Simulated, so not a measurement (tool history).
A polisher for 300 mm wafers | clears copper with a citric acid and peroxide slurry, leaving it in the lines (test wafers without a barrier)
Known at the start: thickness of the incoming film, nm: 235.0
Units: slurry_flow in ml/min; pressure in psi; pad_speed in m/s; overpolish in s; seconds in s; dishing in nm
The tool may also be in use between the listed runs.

run	hour	slurry_flow	pressure	pad_speed	slurry_solids	overpolish	seconds	dishing
1	0	160	2.5	1.02	1	15	112.41	20.542
2	1.5	160	2.5	1.02	1	20	111.1	28.147
3	2.5	160	2.4	1.02	1	19	115.38	25.627
4	6.4	185	2.4	1.02	1	19	113.36	25.856
5	15	185	2.3	1.02	1	18	119.99	24.642
6	22.7	185	2.3	1.02	1	17	118.14	22.922
7	25.6	185	2.3	1.02	1	16	118.96	21.87
8	26.9	185	2.3	1.02	1	15	117.28	19.691

Forecast run 9:
9	28.1	180	2.1	1.02	1	14	?	?

{"run 9": {"seconds": 127.62, "dishing": 17.286}}

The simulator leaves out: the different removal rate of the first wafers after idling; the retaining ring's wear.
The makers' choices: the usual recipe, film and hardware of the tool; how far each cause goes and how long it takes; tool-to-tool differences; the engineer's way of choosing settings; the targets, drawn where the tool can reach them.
